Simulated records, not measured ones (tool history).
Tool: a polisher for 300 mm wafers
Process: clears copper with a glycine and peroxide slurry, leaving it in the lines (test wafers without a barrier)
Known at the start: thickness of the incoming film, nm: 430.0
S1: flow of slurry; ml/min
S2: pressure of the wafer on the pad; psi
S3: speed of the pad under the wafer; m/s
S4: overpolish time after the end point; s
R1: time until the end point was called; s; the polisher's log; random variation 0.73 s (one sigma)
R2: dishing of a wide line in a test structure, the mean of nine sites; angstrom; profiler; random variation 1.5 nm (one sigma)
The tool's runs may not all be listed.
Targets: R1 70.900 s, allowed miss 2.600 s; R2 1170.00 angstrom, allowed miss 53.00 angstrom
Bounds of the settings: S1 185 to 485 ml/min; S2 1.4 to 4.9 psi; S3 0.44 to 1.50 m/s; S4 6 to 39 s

Run 1, hour 0.0: S1 310 ml/min, S2 3.1 psi, S3 0.96 m/s, S4 20 s. Result: R1 65.389 s, R2 840.29 angstrom.
Run 2, hour 5.5: S1 310 ml/min, S2 3.1 psi, S3 0.96 m/s, S4 21 s. Result: R1 64.726 s, R2 876.63 angstrom.
Run 3, hour 9.5: S1 310 ml/min, S2 3.8 psi, S3 0.96 m/s, S4 21 s. Result: R1 54.229 s, R2 978.52 angstrom.
Run 4, hour 17.3: S1 310 ml/min, S2 3.8 psi, S3 1.18 m/s, S4 21 s. Result: R1 47.284 s, R2 1056.00 angstrom.
Run 5, hour 20.1: S1 380 ml/min, S2 3.8 psi, S3 1.18 m/s, S4 21 s. Result: R1 46.819 s, R2 1069.00 angstrom.
Run 6, hour 23.8: S1 380 ml/min, S2 3.6 psi, S3 1.18 m/s, S4 22 s. Result: R1 48.755 s, R2 1068.70 angstrom.
Run 7, hour 30.3: S1 380 ml/min, S2 3.4 psi, S3 1.18 m/s, S4 23 s. Result: R1 51.249 s, R2 1084.40 angstrom.
Run 8, hour 36.0: S1 380 ml/min, S2 3.2 psi, S3 1.18 m/s, S4 24 s. Result: R1 53.346 s, R2 1037.80 angstrom.
Run 9, hour 43.6: S1 380 ml/min, S2 3.1 psi, S3 1.16 m/s, S4 25 s. Result: R1 56.006 s, R2 1041.70 angstrom.
Run 10, hour 50.9: S1 380 ml/min, S2 3.0 psi, S3 1.14 m/s, S4 26 s. Result: R1 58.347 s, R2 1056.40 angstrom.
Run 11, hour 56.3: S1 380 ml/min, S2 2.9 psi, S3 1.14 m/s, S4 27 s. Result: R1 59.479 s, R2 1030.30 angstrom.
Run 12, hour 65.0: S1 370 ml/min, S2 2.3 psi, S3 1.06 m/s, S4 37 s. Result: R1 75.307 s, R2 1098.90 angstrom.

Which of these 4 next moves meets every target?
Run A, hour 73.7: S1 285 ml/min, S2 2.1 psi, S3 1.32 m/s, S4 33 s. Result: R1 ?, R2 ?.
Run B, hour 73.7: S1 365 ml/min, S2 2.6 psi, S3 1.10 m/s, S4 30 s. Result: R1 ?, R2 ?.
Run C, hour 73.7: S1 375 ml/min, S2 2.5 psi, S3 1.02 m/s, S4 29 s. Result: R1 ?, R2 ?.
Run D, hour 73.7: S1 410 ml/min, S2 2.8 psi, S3 0.90 m/s, S4 37 s. Result: R1 ?, R2 ?.

move      R1       R2
   A  71.671  1046.20
   B  67.574  1056.10
   C  72.844   986.41
   D  71.748  1172.90
A: brings the result that was furthest off to its target, and leaves another outside
B: takes the result that was furthest off past its target
C: brings the result that was furthest off to its target, and leaves another outside
D: meets every target
Answer: D
